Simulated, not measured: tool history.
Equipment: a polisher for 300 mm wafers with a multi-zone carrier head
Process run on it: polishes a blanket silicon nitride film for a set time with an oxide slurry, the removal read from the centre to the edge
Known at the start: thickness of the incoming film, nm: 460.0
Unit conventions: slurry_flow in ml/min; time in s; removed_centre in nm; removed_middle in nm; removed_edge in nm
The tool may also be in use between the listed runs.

run  hour  slurry_flow  centre_zone  middle_zone  edge_zone  slurry_solids  time  removed_centre  removed_middle  removed_edge
  1     0          220            1            1          1              1    51          22.768          22.412        22.989
  2   8.2          220         1.01         0.99       0.97           0.95    51           22.11          21.584        21.934
  3  11.2          215         1.02         0.98       0.95           0.95    51          22.301          21.708         21.82
  4  13.4          215         1.02         0.98       0.95           0.95    46          20.621          19.229        19.779
  5  19.7          220         1.03         0.98       0.94           0.95    46          20.693          19.429        19.792
  6  24.5          220         1.03         0.98       0.94            0.8    46          18.678          17.395         18.01
  7  29.5          225         1.05         0.99       0.94            0.8    46           19.71          17.957        18.183
  8  37.8          230         1.06            1       0.95            0.8    46          19.994          17.868        18.205
  9    40          235         1.06         1.01       0.95            0.8    46          19.454           17.98        18.108
 10  43.9          235         1.07         1.02       0.95            0.8    46          20.021          18.486        18.363
 11  48.3          235         1.08         1.03       0.95            0.8    46          19.829          18.556        18.082
 12  56.4          240         1.09         1.03       0.96            0.8    46          20.183          18.782        18.373
 13  58.5          240          1.1         1.03       0.96            0.8    46          20.258          18.791        18.289
 14    60          240         1.11         1.03       0.96            0.8    46          20.173          18.514        18.461
 15  64.7          245         1.12         1.03       0.96            0.8    46          20.513          19.094         18.63
 16  72.8          245         1.13         1.02       0.95            0.8    46          20.941          18.603        18.381

Run 17, settings as shown, results not yet in. Your forecast:
 17  76.3          245         1.13         1.02       0.95            0.8    46               ?               ?             ?

Run 17 came out at removed_centre 20.564 nm, removed_middle 18.358 nm, removed_edge 17.985 nm.
